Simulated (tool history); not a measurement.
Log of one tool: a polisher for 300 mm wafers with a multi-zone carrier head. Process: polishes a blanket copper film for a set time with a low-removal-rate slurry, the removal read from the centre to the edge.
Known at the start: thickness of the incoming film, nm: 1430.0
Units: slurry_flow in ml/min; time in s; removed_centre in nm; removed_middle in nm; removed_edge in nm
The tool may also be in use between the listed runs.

Run 1, hour 0.0: slurry_flow 130 ml/min, centre_zone 1.00, middle_zone 1.00, edge_zone 1.00, slurry_solids 1.00, time 74 s. Result: removed_centre 185.55 nm, removed_middle 184.68 nm, removed_edge 184.29 nm.
Run 2, hour 1.0: slurry_flow 125 ml/min, centre_zone 1.00, middle_zone 0.99, edge_zone 0.98, slurry_solids 0.95, time 73 s. Result: removed_centre 175.86 nm, removed_middle 178.97 nm, removed_edge 173.57 nm.
Run 3, hour 10.0: slurry_flow 120 ml/min, centre_zone 1.01, middle_zone 0.97, edge_zone 0.98, slurry_solids 0.90, time 72 s. Result: removed_centre 177.23 nm, removed_middle 169.54 nm, removed_edge 170.57 nm.
Run 4, hour 10.8: slurry_flow 120 ml/min, centre_zone 1.01, middle_zone 1.01, edge_zone 0.98, slurry_solids 0.90, time 72 s. Result: removed_centre 173.73 nm, removed_middle 174.70 nm, removed_edge 168.36 nm.
Run 5, hour 19.6: slurry_flow 120 ml/min, centre_zone 1.01, middle_zone 1.01, edge_zone 1.01, slurry_solids 0.90, time 72 s. Result: removed_centre 180.55 nm, removed_middle 176.92 nm, removed_edge 173.59 nm.
Run 6, hour 22.1: slurry_flow 120 ml/min, centre_zone 1.01, middle_zone 0.95, edge_zone 1.01, slurry_solids 0.90, time 72 s. Result: removed_centre 179.02 nm, removed_middle 168.88 nm, removed_edge 173.65 nm.
Run 7, hour 30.9: slurry_flow 115 ml/min, centre_zone 1.01, middle_zone 0.93, edge_zone 0.99, slurry_solids 0.85, time 72 s. Result: removed_centre 170.40 nm, removed_middle 158.31 nm, removed_edge 168.14 nm.

The next listed run, before its measurement:
Run 8, hour 32.7: slurry_flow 110 ml/min, centre_zone 1.06, middle_zone 0.93, edge_zone 0.89, slurry_solids 0.60, time 68 s. Result: removed_centre ?, removed_middle ?, removed_edge ?.

removed_centre: 159.23 nm
removed_middle: 137.32 nm
removed_edge: 141.01 nm
